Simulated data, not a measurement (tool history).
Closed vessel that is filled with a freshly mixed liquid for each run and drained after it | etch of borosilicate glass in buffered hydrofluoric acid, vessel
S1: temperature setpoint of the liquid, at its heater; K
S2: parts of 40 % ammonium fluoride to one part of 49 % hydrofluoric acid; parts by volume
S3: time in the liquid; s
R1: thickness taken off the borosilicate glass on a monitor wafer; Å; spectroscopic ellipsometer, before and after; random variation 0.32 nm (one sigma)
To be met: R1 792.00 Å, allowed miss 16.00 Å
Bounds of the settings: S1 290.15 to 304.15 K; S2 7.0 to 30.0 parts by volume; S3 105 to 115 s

run	hour	S1	S2	S3	R1
1	0.0	296.15	20.0	105	698.14
2	2.8	296.15	20.0	115	767.21
3	3.6	296.15	20.0	115	763.84
4	7.2	293.15	20.0	115	646.80
5	10.9	293.65	20.0	115	668.25
6	17.8	293.65	20.0	115	662.80
7	19.7	294.15	20.0	115	679.59
8	24.3	294.65	20.0	115	702.93
9	27.1	295.15	20.0	115	730.43

5 next moves are on the table. One of them brings every result within its allowed miss. Which?
A	29.9	296.15	18.5	110	?
B	29.9	295.65	22.0	115	?
C	29.9	294.65	20.0	115	?
D	29.9	294.15	22.0	110	?
E	29.9	294.15	19.0	105	?

move	R1
A	790.28
B	696.62
C	704.78
D	613.93
E	658.88
A: meets every target
B: further off than the last run
C: further off than the last run
D: further off than the last run
E: further off than the last run
The right move is A.

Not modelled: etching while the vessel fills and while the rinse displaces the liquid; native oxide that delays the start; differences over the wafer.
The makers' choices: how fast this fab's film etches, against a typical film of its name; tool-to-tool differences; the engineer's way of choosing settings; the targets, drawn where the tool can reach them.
